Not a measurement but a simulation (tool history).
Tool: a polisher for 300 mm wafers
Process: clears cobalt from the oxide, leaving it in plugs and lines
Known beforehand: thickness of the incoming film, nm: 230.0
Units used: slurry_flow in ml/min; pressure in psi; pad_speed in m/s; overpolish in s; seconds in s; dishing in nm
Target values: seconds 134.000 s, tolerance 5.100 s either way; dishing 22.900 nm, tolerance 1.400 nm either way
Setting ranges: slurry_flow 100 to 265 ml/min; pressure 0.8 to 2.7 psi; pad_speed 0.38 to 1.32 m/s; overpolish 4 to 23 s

Run 1, hour 0.0: slurry_flow 170 ml/min, pressure 1.7 psi, pad_speed 0.84 m/s, overpolish 12 s. Result: seconds 63.040 s, dishing 31.636 nm.
Run 2, hour 8.7: slurry_flow 200 ml/min, pressure 1.7 psi, pad_speed 0.84 m/s, overpolish 12 s. Result: seconds 59.928 s, dishing 33.272 nm.
Run 3, hour 10.5: slurry_flow 185 ml/min, pressure 1.4 psi, pad_speed 0.80 m/s, overpolish 13 s. Result: seconds 74.541 s, dishing 30.229 nm.
Run 4, hour 14.2: slurry_flow 185 ml/min, pressure 1.4 psi, pad_speed 0.90 m/s, overpolish 13 s. Result: seconds 66.355 s, dishing 33.398 nm.
Run 5, hour 17.0: slurry_flow 165 ml/min, pressure 1.4 psi, pad_speed 0.90 m/s, overpolish 13 s. Result: seconds 65.798 s, dishing 33.280 nm.
Run 6, hour 23.8: slurry_flow 165 ml/min, pressure 1.2 psi, pad_speed 0.80 m/s, overpolish 14 s. Result: seconds 81.383 s, dishing 30.378 nm.
Run 7, hour 29.6: slurry_flow 165 ml/min, pressure 1.1 psi, pad_speed 0.72 m/s, overpolish 14 s. Result: seconds 96.293 s, dishing 26.467 nm.
Run 8, hour 30.5: slurry_flow 165 ml/min, pressure 1.0 psi, pad_speed 0.68 m/s, overpolish 14 s. Result: seconds 109.650 s, dishing 24.595 nm.
Run 9, hour 35.4: slurry_flow 165 ml/min, pressure 0.9 psi, pad_speed 0.66 m/s, overpolish 14 s. Result: seconds 119.180 s, dishing 22.998 nm.
Run 10, hour 42.1: slurry_flow 165 ml/min, pressure 0.9 psi, pad_speed 0.66 m/s, overpolish 14 s. Result: seconds 114.320 s, dishing 22.862 nm.
Run 11, hour 44.3: slurry_flow 165 ml/min, pressure 0.9 psi, pad_speed 0.64 m/s, overpolish 15 s. Result: seconds 118.150 s, dishing 23.768 nm.
Run 12, hour 49.6: slurry_flow 165 ml/min, pressure 0.9 psi, pad_speed 0.62 m/s, overpolish 15 s. Result: seconds 122.460 s, dishing 22.734 nm.

Exercise: of the 5 proposed moves below, exactly one satisfies all targets within the stated allowed misses. Which move is it?
Run A, hour 54.9: slurry_flow 175 ml/min, pressure 1.0 psi, pad_speed 0.68 m/s, overpolish 13 s. Result: seconds ?, dishing ?.
Run B, hour 54.9: slurry_flow 160 ml/min, pressure 0.9 psi, pad_speed 0.58 m/s, overpolish 16 s. Result: seconds ?, dishing ?.
Run C, hour 54.9: slurry_flow 175 ml/min, pressure 1.1 psi, pad_speed 0.56 m/s, overpolish 13 s. Result: seconds ?, dishing ?.
Run D, hour 54.9: slurry_flow 230 ml/min, pressure 1.4 psi, pad_speed 0.52 m/s, overpolish 14 s. Result: seconds ?, dishing ?.
Run E, hour 54.9: slurry_flow 145 ml/min, pressure 0.9 psi, pad_speed 0.70 m/s, overpolish 14 s. Result: seconds ?, dishing ?.

move  seconds  dishing
   A  106.540   23.619
   B  133.230   23.359
   C  121.520   21.236
   D  108.690   24.674
   E  112.910   23.930
A: moves away from the targets compared with the last run
B: each result inside its tolerance
C: moves away from the targets compared with the last run
D: moves away from the targets compared with the last run
E: moves away from the targets compared with the last run
B meets every target.
